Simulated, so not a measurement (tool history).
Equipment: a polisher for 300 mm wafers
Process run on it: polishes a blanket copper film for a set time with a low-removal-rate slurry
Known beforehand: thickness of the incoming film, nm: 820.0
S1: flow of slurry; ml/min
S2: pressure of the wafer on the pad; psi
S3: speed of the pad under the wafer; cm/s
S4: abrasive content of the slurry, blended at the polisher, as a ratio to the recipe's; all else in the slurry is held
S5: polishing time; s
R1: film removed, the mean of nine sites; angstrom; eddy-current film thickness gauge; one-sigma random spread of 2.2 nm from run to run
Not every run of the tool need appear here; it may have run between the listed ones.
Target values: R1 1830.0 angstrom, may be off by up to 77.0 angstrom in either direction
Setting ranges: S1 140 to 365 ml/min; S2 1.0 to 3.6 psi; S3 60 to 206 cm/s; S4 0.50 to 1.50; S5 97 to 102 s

Run 1, hour 0.0: S1 235 ml/min, S2 2.3 psi, S3 132 cm/s, S4 1.00, S5 97 s. Result: R1 2400.1 angstrom.
Run 2, hour 6.7: S1 210 ml/min, S2 2.3 psi, S3 132 cm/s, S4 1.00, S5 97 s. Result: R1 2344.4 angstrom.
Run 3, hour 13.9: S1 205 ml/min, S2 2.1 psi, S3 132 cm/s, S4 1.00, S5 97 s. Result: R1 2178.6 angstrom.
Run 4, hour 17.9: S1 205 ml/min, S2 2.0 psi, S3 132 cm/s, S4 1.00, S5 97 s. Result: R1 2101.7 angstrom.
Run 5, hour 18.8: S1 205 ml/min, S2 2.0 psi, S3 104 cm/s, S4 1.00, S5 97 s. Result: R1 1693.0 angstrom.
Run 6, hour 25.8: S1 205 ml/min, S2 1.6 psi, S3 104 cm/s, S4 1.00, S5 97 s. Result: R1 1377.2 angstrom.
Run 7, hour 34.0: S1 205 ml/min, S2 1.8 psi, S3 104 cm/s, S4 1.00, S5 97 s. Result: R1 1529.2 angstrom.
Run 8, hour 40.9: S1 205 ml/min, S2 1.9 psi, S3 104 cm/s, S4 1.00, S5 97 s. Result: R1 1596.0 angstrom.
Run 9, hour 44.2: S1 205 ml/min, S2 2.0 psi, S3 104 cm/s, S4 1.00, S5 97 s. Result: R1 1642.6 angstrom.

Consider the 5 candidate settings below. Which is the only one whose results all fall within their allowed miss of target?
Run A, hour 47.5: S1 215 ml/min, S2 2.2 psi, S3 96 cm/s, S4 1.05, S5 97 s. Result: R1 ?.
Run B, hour 47.5: S1 225 ml/min, S2 2.1 psi, S3 96 cm/s, S4 1.05, S5 99 s. Result: R1 ?.
Run C, hour 47.5: S1 140 ml/min, S2 2.5 psi, S3 102 cm/s, S4 0.90, S5 97 s. Result: R1 ?.
Run D, hour 47.5: S1 240 ml/min, S2 1.8 psi, S3 108 cm/s, S4 0.95, S5 102 s. Result: R1 ?.
Run E, hour 47.5: S1 165 ml/min, S2 1.5 psi, S3 136 cm/s, S4 1.10, S5 97 s. Result: R1 ?.

move      R1
   A  1671.8
   B  1647.0
   C  1844.7
   D  1655.9
   E  1659.0
A: nearer than the last run, and not there yet
B: no nearer and no further than the last run
C: every result within its allowed miss
D: nearer than the last run, and not there yet
E: nearer than the last run, and not there yet
The move that meets every target is C.
